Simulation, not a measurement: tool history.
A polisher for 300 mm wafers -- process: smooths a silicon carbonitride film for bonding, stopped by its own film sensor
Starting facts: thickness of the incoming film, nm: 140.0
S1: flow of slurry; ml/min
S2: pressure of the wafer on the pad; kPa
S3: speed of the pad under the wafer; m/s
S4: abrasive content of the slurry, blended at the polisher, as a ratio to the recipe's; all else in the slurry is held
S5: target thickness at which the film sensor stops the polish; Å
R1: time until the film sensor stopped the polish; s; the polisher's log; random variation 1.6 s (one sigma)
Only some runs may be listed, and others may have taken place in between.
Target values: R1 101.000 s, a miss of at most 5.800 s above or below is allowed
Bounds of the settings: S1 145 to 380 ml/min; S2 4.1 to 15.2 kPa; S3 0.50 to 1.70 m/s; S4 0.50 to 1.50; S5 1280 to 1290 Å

Run 1, hour 0.0: S1 245 ml/min, S2 9.7 kPa, S3 1.10 m/s, S4 1.00, S5 1280 Å. Result: R1 68.958 s.
Run 2, hour 2.7: S1 245 ml/min, S2 9.7 kPa, S3 1.10 m/s, S4 1.00, S5 1280 Å. Result: R1 64.124 s.
Run 3, hour 7.6: S1 245 ml/min, S2 11.0 kPa, S3 1.10 m/s, S4 1.00, S5 1280 Å. Result: R1 61.007 s.
Run 4, hour 13.6: S1 245 ml/min, S2 9.0 kPa, S3 1.10 m/s, S4 1.00, S5 1280 Å. Result: R1 72.968 s.
Run 5, hour 15.0: S1 245 ml/min, S2 9.0 kPa, S3 1.10 m/s, S4 0.80, S5 1280 Å. Result: R1 79.234 s.
Run 6, hour 22.5: S1 245 ml/min, S2 11.0 kPa, S3 1.10 m/s, S4 0.80, S5 1280 Å. Result: R1 64.480 s.
Run 7, hour 27.6: S1 245 ml/min, S2 9.7 kPa, S3 1.08 m/s, S4 0.80, S5 1280 Å. Result: R1 75.230 s.
Run 8, hour 34.4: S1 245 ml/min, S2 9.0 kPa, S3 1.06 m/s, S4 0.80, S5 1280 Å. Result: R1 81.615 s.
Run 9, hour 40.7: S1 245 ml/min, S2 8.3 kPa, S3 1.06 m/s, S4 0.80, S5 1280 Å. Result: R1 89.215 s.

Next run, 5 choices. One meets every target within its allowed miss, the rest don't. Which?
Run A, hour 47.0: S1 200 ml/min, S2 8.3 kPa, S3 0.84 m/s, S4 0.95, S5 1280 Å. Result: R1 ?.
Run B, hour 47.0: S1 295 ml/min, S2 9.0 kPa, S3 0.66 m/s, S4 0.85, S5 1280 Å. Result: R1 ?.
Run C, hour 47.0: S1 255 ml/min, S2 6.9 kPa, S3 1.36 m/s, S4 0.80, S5 1290 Å. Result: R1 ?.
Run D, hour 47.0: S1 195 ml/min, S2 6.2 kPa, S3 1.02 m/s, S4 0.90, S5 1280 Å. Result: R1 ?.
Run E, hour 47.0: S1 260 ml/min, S2 8.3 kPa, S3 0.88 m/s, S4 0.70, S5 1280 Å. Result: R1 ?.

move       R1
   A  103.000
   B  113.930
   C   79.642
   D  120.000
   E  110.960
A: all results land within tolerance of their targets
B: carries the result that was furthest off beyond its target, to the other side
C: further off than the last run
D: carries the result that was furthest off beyond its target, to the other side
E: carries the result that was furthest off beyond its target, to the other side
A meets every target.
